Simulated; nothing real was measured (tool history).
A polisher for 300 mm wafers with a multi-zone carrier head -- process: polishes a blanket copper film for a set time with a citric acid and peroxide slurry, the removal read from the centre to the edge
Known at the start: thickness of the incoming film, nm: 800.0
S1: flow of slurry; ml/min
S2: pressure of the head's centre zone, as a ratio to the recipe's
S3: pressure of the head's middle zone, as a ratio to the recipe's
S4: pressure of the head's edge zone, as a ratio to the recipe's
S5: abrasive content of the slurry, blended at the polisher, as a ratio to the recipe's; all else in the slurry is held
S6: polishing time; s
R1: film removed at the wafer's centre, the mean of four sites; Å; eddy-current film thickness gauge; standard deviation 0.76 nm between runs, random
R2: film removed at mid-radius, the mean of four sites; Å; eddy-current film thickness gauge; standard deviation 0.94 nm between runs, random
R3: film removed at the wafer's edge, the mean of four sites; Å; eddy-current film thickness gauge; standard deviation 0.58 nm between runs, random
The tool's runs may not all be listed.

Run 1, hour 0: S1 145 ml/min, S2 1, S3 1, S4 1, S5 1, S6 58 s. Result: R1 934.13 Å, R2 922.66 Å, R3 913.66 Å.
Run 2, hour 4.2: S1 140 ml/min, S2 0.99, S3 0.97, S4 0.98, S5 0.9, S6 57 s. Result: R1 874.48 Å, R2 876.21 Å, R3 872.21 Å.
Run 3, hour 11.5: S1 140 ml/min, S2 0.99, S3 1.02, S4 0.98, S5 0.9, S6 57 s. Result: R1 892.39 Å, R2 916.08 Å, R3 875.47 Å.
Run 4, hour 12.7: S1 135 ml/min, S2 0.99, S3 0.99, S4 0.97, S5 0.85, S6 56 s. Result: R1 859.32 Å, R2 837.85 Å, R3 832 Å.
Run 5, hour 14.7: S1 135 ml/min, S2 0.99, S3 0.99, S4 0.97, S5 0.85, S6 43 s. Result: R1 652.29 Å, R2 650.26 Å, R3 643.84 Å.
Run 6, hour 16.3: S1 135 ml/min, S2 0.92, S3 0.99, S4 0.97, S5 0.85, S6 43 s. Result: R1 641.35 Å, R2 665.74 Å, R3 656.92 Å.
Run 7, hour 22.9: S1 140 ml/min, S2 0.93, S3 0.98, S4 0.98, S5 0.85, S6 43 s. Result: R1 629.7 Å, R2 669.82 Å, R3 658.62 Å.

Run 8, settings as shown, results not yet in. Your forecast:
Run 8, hour 26.2: S1 135 ml/min, S2 1.03, S3 0.88, S4 1.05, S5 1.1, S6 44 s. Result: R1 ?, R2 ?, R3 ?.

Run 8 gave R1 721.54 Å, R2 654.71 Å, R3 728.35 Å.

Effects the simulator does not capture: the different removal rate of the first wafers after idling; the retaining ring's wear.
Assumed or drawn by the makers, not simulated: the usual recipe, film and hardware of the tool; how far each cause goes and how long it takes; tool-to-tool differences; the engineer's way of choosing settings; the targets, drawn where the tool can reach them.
